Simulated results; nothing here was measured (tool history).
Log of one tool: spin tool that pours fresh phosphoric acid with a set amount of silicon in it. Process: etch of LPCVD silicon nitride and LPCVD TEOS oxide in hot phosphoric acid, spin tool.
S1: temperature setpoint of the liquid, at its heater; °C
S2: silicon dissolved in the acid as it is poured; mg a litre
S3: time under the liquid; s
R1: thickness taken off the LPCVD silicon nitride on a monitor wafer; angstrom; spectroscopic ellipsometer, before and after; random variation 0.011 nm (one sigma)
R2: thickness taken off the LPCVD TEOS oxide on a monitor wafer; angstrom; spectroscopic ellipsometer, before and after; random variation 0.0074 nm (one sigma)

run 1 hour=0 | S1=163 S2=13.5 S3=40 | R1=35.636 R2=0.50579
run 2 hour=8.1 | S1=161.5 S2=11 S3=30 | R1=25.338 R2=0.54794
run 3 hour=8.6 | S1=163.5 S2=11 S3=30 | R1=27.266 R2=0.6458
run 4 hour=9.7 | S1=161.5 S2=7.5 S3=25 | R1=21.179 R2=0.52934
run 5 hour=12.2 | S1=160 S2=7.5 S3=25 | R1=20.488 R2=0.48393
run 6 hour=15.9 | S1=159.5 S2=5 S3=20 | R1=15.772 R2=0.50237
run 7 hour=20.9 | S1=159 S2=5 S3=20 | R1=15.566 R2=0.39277
run 8 hour=28.6 | S1=158.5 S2=4.5 S3=20 | R1=15.268 R2=0.32399
run 9 hour=33 | S1=158.5 S2=3.5 S3=20 | R1=15.163 R2=0.3116
run 10 hour=41.6 | S1=158.5 S2=2.5 S3=20 | R1=15.371 R2=0.31858
run 11 hour=47.9 | S1=158.5 S2=2.5 S3=20 | R1=15.284 R2=0.43081
run 12 hour=49.4 | S1=158 S2=8 S3=15 | R1=11.226 R2=0.22839

Forecast run 13:
run 13 hour=55.3 | S1=158.5 S2=8 S3=15 | R1=? R2=?

Run 13 gave R1 11.466 angstrom, R2 0.33315 angstrom.
